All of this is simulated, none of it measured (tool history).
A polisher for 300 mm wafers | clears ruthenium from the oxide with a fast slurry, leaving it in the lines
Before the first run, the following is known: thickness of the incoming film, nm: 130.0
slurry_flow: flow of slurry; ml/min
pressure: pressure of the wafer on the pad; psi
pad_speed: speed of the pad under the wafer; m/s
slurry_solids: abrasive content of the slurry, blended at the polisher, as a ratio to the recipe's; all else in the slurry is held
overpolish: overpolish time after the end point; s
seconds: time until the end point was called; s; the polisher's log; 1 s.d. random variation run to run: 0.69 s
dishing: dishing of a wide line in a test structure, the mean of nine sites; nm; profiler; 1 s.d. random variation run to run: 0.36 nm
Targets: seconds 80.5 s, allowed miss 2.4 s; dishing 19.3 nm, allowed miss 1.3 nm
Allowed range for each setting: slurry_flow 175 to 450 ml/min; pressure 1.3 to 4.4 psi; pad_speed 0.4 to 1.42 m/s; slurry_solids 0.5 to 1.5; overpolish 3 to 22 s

{"run": 1, "hour": 0.0, "slurry_flow": 290, "pressure": 2.8, "pad_speed": 0.9, "slurry_solids": 1, "overpolish": 11, "seconds": 47.977, "dishing": 22.953}
{"run": 2, "hour": 6.3, "slurry_flow": 290, "pressure": 2.6, "pad_speed": 0.9, "slurry_solids": 1, "overpolish": 11, "seconds": 51.72, "dishing": 21.001}
{"run": 3, "hour": 10.2, "slurry_flow": 290, "pressure": 2.4, "pad_speed": 0.9, "slurry_solids": 1, "overpolish": 12, "seconds": 55.635, "dishing": 21.571}
{"run": 4, "hour": 12.9, "slurry_flow": 290, "pressure": 2.4, "pad_speed": 0.82, "slurry_solids": 1, "overpolish": 12, "seconds": 59.939, "dishing": 20.167}
{"run": 5, "hour": 18.0, "slurry_flow": 290, "pressure": 2.4, "pad_speed": 0.82, "slurry_solids": 1, "overpolish": 7, "seconds": 59.741, "dishing": 13.717}
{"run": 6, "hour": 19.2, "slurry_flow": 290, "pressure": 2.9, "pad_speed": 0.82, "slurry_solids": 1, "overpolish": 7, "seconds": 51.023, "dishing": 15.378}
{"run": 7, "hour": 22.5, "slurry_flow": 285, "pressure": 2.1, "pad_speed": 0.8, "slurry_solids": 1, "overpolish": 13, "seconds": 70.994, "dishing": 19.958}
{"run": 8, "hour": 29.1, "slurry_flow": 280, "pressure": 2.1, "pad_speed": 0.8, "slurry_solids": 1, "overpolish": 13, "seconds": 70.591, "dishing": 19.532}
{"run": 9, "hour": 35.9, "slurry_flow": 275, "pressure": 2.1, "pad_speed": 0.8, "slurry_solids": 1, "overpolish": 13, "seconds": 71.111, "dishing": 19.225}
{"run": 10, "hour": 38.9, "slurry_flow": 265, "pressure": 2.1, "pad_speed": 0.8, "slurry_solids": 1, "overpolish": 13, "seconds": 72.429, "dishing": 18.977}
{"run": 11, "hour": 40.8, "slurry_flow": 255, "pressure": 2.1, "pad_speed": 0.8, "slurry_solids": 1, "overpolish": 13, "seconds": 71.141, "dishing": 18.716}
{"run": 12, "hour": 42.9, "slurry_flow": 250, "pressure": 2.1, "pad_speed": 0.8, "slurry_solids": 1, "overpolish": 13, "seconds": 71.848, "dishing": 19.151}
{"run": 13, "hour": 47.2, "slurry_flow": 245, "pressure": 2.1, "pad_speed": 0.8, "slurry_solids": 1, "overpolish": 13, "seconds": 72.429, "dishing": 18.951}
{"run": 14, "hour": 52.3, "slurry_flow": 240, "pressure": 2.1, "pad_speed": 0.8, "slurry_solids": 1, "overpolish": 13, "seconds": 71.821, "dishing": 19.19}

Exactly one of the 5 candidate moves below puts every result within its allowed miss. Which one?
{"run": "A", "hour": 57.4, "slurry_flow": 285, "pressure": 1.9, "pad_speed": 0.7, "slurry_solids": 1.05, "overpolish": 20, "seconds": "?", "dishing": "?"}
{"run": "B", "hour": 57.4, "slurry_flow": 210, "pressure": 1.8, "pad_speed": 0.82, "slurry_solids": 1.05, "overpolish": 15, "seconds": "?", "dishing": "?"}
{"run": "C", "hour": 57.4, "slurry_flow": 215, "pressure": 1.8, "pad_speed": 0.92, "slurry_solids": 0.7, "overpolish": 13, "seconds": "?", "dishing": "?"}
{"run": "D", "hour": 57.4, "slurry_flow": 205, "pressure": 2.2, "pad_speed": 0.68, "slurry_solids": 0.9, "overpolish": 16, "seconds": "?", "dishing": "?"}
{"run": "E", "hour": 57.4, "slurry_flow": 255, "pressure": 2.3, "pad_speed": 0.9, "slurry_solids": 1, "overpolish": 10, "seconds": "?", "dishing": "?"}

move=A seconds=86.726 dishing=22.36
move=B seconds=81.107 dishing=18.959
move=C seconds=85.127 dishing=16.295
move=D seconds=85.371 dishing=19.155
move=E seconds=58.347 dishing=17.867
A: carries the result that was furthest off beyond its target, to the other side
B: every result within its allowed miss
C: carries the result that was furthest off beyond its target, to the other side
D: carries the result that was furthest off beyond its target, to the other side
E: misses by more than the last run did
Answer: B
